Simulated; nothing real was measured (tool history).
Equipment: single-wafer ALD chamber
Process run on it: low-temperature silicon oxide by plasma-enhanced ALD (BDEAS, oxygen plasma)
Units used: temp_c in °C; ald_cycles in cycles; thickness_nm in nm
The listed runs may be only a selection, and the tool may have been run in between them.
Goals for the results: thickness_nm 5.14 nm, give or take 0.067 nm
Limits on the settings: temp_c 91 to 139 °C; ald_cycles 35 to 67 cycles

| run | hour | temp_c | ald_cycles | thickness_nm |
|---|---|---|---|---|
| 1 | 0 | 115 | 51 | 7.1289 |
| 2 | 4.6 | 115 | 45 | 6.2808 |
| 3 | 11.2 | 110 | 45 | 6.3561 |
| 4 | 12.3 | 110 | 50 | 7.0619 |
| 5 | 15.7 | 106 | 50 | 7.0916 |
| 6 | 23.9 | 108 | 47 | 6.6268 |
| 7 | 31.4 | 120 | 39 | 5.4099 |
| 8 | 39 | 122 | 39 | 5.3828 |
| 9 | 43.5 | 124 | 39 | 5.3461 |
| 10 | 46 | 126 | 39 | 5.315 |
| 11 | 50.9 | 126 | 39 | 5.3485 |
| 12 | 58.4 | 126 | 39 | 5.2832 |
| 13 | 63 | 127 | 39 | 5.3186 |
| 14 | 68 | 128 | 39 | 5.2755 |

4 next moves are on the table. One of them brings every result within its allowed miss. Which?
| A | 73 | 132 | 39 | ? |
| B | 73 | 118 | 37 | ? |
| C | 73 | 139 | 40 | ? |
| D | 73 | 124 | 39 | ? |

| move | thickness_nm |
|---|---|
| A | 5.2551 |
| B | 5.118 |
| C | 5.3182 |
| D | 5.3348 |
A: nearer the targets than the last run, but a result is still out of spec
B: meets every target
C: further off than the last run
D: further off than the last run
B meets every target.
